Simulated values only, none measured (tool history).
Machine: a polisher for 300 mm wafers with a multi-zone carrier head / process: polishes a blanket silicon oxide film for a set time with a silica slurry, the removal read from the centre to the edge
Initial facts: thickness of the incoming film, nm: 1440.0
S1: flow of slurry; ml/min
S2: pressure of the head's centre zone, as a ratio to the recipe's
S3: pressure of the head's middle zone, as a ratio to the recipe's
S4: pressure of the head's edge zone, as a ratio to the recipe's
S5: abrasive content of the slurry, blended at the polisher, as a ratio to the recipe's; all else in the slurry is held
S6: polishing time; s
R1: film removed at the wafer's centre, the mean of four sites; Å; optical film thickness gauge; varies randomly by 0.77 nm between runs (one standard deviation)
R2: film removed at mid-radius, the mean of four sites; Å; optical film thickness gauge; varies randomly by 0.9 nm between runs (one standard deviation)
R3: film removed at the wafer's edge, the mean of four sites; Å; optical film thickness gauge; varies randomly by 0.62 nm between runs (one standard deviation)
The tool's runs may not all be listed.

run,hour,S1,S2,S3,S4,S5,S6,R1,R2,R3
1,0.0,290,1.00,1.00,1.00,1.0,37,894.12,891.28,879.88
2,3.2,290,1.00,1.00,1.00,1.0,32,757.90,763.32,763.29
3,9.0,320,1.00,1.00,1.00,1.0,32,775.96,770.02,770.11
4,14.6,320,1.00,0.94,1.00,1.0,32,772.62,730.72,763.14
5,20.0,320,1.00,0.86,1.00,1.0,32,773.98,694.37,770.63
6,25.1,320,1.00,0.94,1.00,1.0,32,775.76,739.62,770.57

Expected results for the next run?
7,29.3,335,1.00,1.02,1.00,1.1,32,?,?,?

{"run 7": {"R1": 811.81, "R2": 811.79, "R3": 793.45}}
